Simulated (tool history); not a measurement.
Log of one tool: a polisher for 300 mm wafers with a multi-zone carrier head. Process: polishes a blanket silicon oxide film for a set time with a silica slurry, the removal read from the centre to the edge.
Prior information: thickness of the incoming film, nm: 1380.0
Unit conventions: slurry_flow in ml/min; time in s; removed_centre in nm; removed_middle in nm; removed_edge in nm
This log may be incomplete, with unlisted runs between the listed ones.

run	hour	slurry_flow	centre_zone	middle_zone	edge_zone	slurry_solids	time	removed_centre	removed_middle	removed_edge
1	0.0	260	1.00	1.00	1.00	1.00	41	143.48	144.220	142.980
2	5.1	255	1.01	0.96	0.97	0.90	40	137.87	131.850	132.020
3	7.9	255	1.01	0.96	0.89	0.90	40	136.25	133.680	128.180
4	10.8	255	1.01	0.96	0.89	0.90	33	114.13	109.360	106.520
5	13.3	255	1.01	0.96	0.93	0.90	33	112.97	107.420	106.990
6	21.9	300	1.01	0.96	0.93	0.90	33	114.64	109.800	108.490
7	27.7	295	1.01	0.93	0.92	0.80	33	108.75	103.110	104.860
8	31.9	290	1.02	0.91	0.90	0.75	33	106.18	100.620	99.878

Expected results for the next run?
9	35.1	280	1.04	0.89	0.92	0.70	33	?	?	?

removed_centre: 105.77 nm
removed_middle: 96.324 nm
removed_edge: 98.619 nm
